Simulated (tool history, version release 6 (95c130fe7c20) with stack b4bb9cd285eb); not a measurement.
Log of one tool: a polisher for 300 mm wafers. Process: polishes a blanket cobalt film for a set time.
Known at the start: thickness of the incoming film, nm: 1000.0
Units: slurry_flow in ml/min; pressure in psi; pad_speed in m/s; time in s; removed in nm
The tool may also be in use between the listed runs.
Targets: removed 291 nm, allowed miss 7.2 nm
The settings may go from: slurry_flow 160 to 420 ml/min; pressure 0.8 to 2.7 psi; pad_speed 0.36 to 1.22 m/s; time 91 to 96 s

| run | hour | slurry_flow | pressure | pad_speed | time | removed |
|---|---|---|---|---|---|---|
| 1 | 0 | 270 | 1.7 | 0.78 | 91 | 324.01 |
| 2 | 6.9 | 270 | 1.7 | 0.96 | 91 | 401.53 |
| 3 | 12.6 | 270 | 1.7 | 0.96 | 96 | 416.18 |
| 4 | 15.9 | 270 | 1.7 | 0.82 | 96 | 364.95 |
| 5 | 23.2 | 270 | 1.7 | 0.82 | 91 | 346.42 |
| 6 | 32 | 265 | 1.6 | 0.82 | 91 | 325.78 |
| 7 | 40.2 | 265 | 1.5 | 0.82 | 91 | 303.43 |
| 8 | 47 | 260 | 1.5 | 0.82 | 91 | 302.87 |
| 9 | 51.2 | 255 | 1.5 | 0.82 | 91 | 300.95 |
| 10 | 51.8 | 245 | 1.5 | 0.82 | 91 | 298.55 |
| 11 | 56.6 | 245 | 1.5 | 0.82 | 91 | 302.12 |
| 12 | 59.4 | 245 | 1.4 | 0.82 | 91 | 281.56 |

Which of these 5 next moves meets every target?
| A | 62.2 | 255 | 1.6 | 0.68 | 95 | ? |
| B | 62.2 | 230 | 1.3 | 0.86 | 91 | ? |
| C | 62.2 | 185 | 1.3 | 0.88 | 91 | ? |
| D | 62.2 | 225 | 1.6 | 0.8 | 91 | ? |
| E | 62.2 | 250 | 1.4 | 0.82 | 93 | ? |

| move | removed |
|---|---|
| A | 279.62 |
| B | 272.49 |
| C | 272.03 |
| D | 309.64 |
| E | 287.9 |
A: further off than the last run
B: further off than the last run
C: further off than the last run
D: takes the result that was furthest off past its target
E: meets every target
Answer: E
